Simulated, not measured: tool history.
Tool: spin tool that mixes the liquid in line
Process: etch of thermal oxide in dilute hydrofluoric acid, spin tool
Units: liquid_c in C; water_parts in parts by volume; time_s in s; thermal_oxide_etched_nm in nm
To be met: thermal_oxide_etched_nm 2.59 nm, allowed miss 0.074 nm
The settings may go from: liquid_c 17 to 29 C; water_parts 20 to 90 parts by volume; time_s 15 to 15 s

run 1 hour=0 | liquid_c=21 water_parts=50 time_s=15 | thermal_oxide_etched_nm=1.4977
run 2 hour=4.9 | liquid_c=23.5 water_parts=45 time_s=15 | thermal_oxide_etched_nm=1.8875
run 3 hour=11.9 | liquid_c=25 water_parts=45 time_s=15 | thermal_oxide_etched_nm=1.9403
run 4 hour=16.7 | liquid_c=26 water_parts=45 time_s=15 | thermal_oxide_etched_nm=2.0221
run 5 hour=23 | liquid_c=26 water_parts=45 time_s=15 | thermal_oxide_etched_nm=2.0773
run 6 hour=29.5 | liquid_c=26 water_parts=45 time_s=15 | thermal_oxide_etched_nm=2.057
run 7 hour=32.1 | liquid_c=27 water_parts=45 time_s=15 | thermal_oxide_etched_nm=2.1617
run 8 hour=39.6 | liquid_c=27.5 water_parts=45 time_s=15 | thermal_oxide_etched_nm=2.2128
run 9 hour=48 | liquid_c=28 water_parts=45 time_s=15 | thermal_oxide_etched_nm=2.2476

Which of these 4 next moves meets every target?
run A hour=56.4 | liquid_c=25 water_parts=35 time_s=15 | thermal_oxide_etched_nm=?
run B hour=56.4 | liquid_c=27.5 water_parts=50 time_s=15 | thermal_oxide_etched_nm=?
run C hour=56.4 | liquid_c=23.5 water_parts=35 time_s=15 | thermal_oxide_etched_nm=?
run D hour=56.4 | liquid_c=27.5 water_parts=40 time_s=15 | thermal_oxide_etched_nm=?

move=A thermal_oxide_etched_nm=2.5922
move=B thermal_oxide_etched_nm=1.9667
move=C thermal_oxide_etched_nm=2.4355
move=D thermal_oxide_etched_nm=2.4944
A: meets every target
B: further off than the last run
C: nearer than the last run, and not there yet
D: nearer than the last run, and not there yet
Answer: A

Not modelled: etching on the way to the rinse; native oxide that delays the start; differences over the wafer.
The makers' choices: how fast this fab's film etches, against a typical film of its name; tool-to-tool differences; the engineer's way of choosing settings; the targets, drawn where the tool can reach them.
